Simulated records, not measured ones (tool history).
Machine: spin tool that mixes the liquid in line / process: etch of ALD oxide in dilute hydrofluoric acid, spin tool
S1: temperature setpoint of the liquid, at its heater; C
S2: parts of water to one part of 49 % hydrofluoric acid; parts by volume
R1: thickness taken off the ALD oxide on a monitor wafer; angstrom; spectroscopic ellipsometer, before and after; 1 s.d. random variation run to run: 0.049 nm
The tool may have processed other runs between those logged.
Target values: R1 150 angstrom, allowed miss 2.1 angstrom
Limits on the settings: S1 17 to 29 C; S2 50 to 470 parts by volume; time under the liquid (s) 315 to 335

run 1 hour=0 | S1=21 S2=260 time_under_the_liquid_(s)=315 | R1=133.08
run 2 hour=3.5 | S1=22 S2=260 time_under_the_liquid_(s)=315 | R1=138.05
run 3 hour=4.3 | S1=22 S2=315 time_under_the_liquid_(s)=315 | R1=107.71
run 4 hour=12.1 | S1=19.5 S2=315 time_under_the_liquid_(s)=315 | R1=99.116
run 5 hour=18.3 | S1=19.5 S2=315 time_under_the_liquid_(s)=335 | R1=105.1
run 6 hour=21.4 | S1=22.5 S2=315 time_under_the_liquid_(s)=335 | R1=116.94
run 7 hour=25.3 | S1=24 S2=310 time_under_the_liquid_(s)=335 | R1=125.12
run 8 hour=32.3 | S1=28 S2=305 time_under_the_liquid_(s)=335 | R1=147

Exactly one of the 4 candidate moves below puts every result within its allowed miss. Which one?
run A hour=39.3 | S1=26.5 S2=275 time_under_the_liquid_(s)=315 | R1=?
run B hour=39.3 | S1=29 S2=285 time_under_the_liquid_(s)=315 | R1=?
run C hour=39.3 | S1=24 S2=275 time_under_the_liquid_(s)=335 | R1=?
run D hour=39.3 | S1=29 S2=295 time_under_the_liquid_(s)=325 | R1=?

move=A R1=151.21
move=B R1=156.98
move=C R1=147.44
move=D R1=154.78
A: every result lands within tolerance
B: moves the result that the last run missed by most past its target, out the other side
C: gains on the last run, yet a result remains outside its allowed miss
D: moves the result that the last run missed by most past its target, out the other side
Go with A: it meets all targets.

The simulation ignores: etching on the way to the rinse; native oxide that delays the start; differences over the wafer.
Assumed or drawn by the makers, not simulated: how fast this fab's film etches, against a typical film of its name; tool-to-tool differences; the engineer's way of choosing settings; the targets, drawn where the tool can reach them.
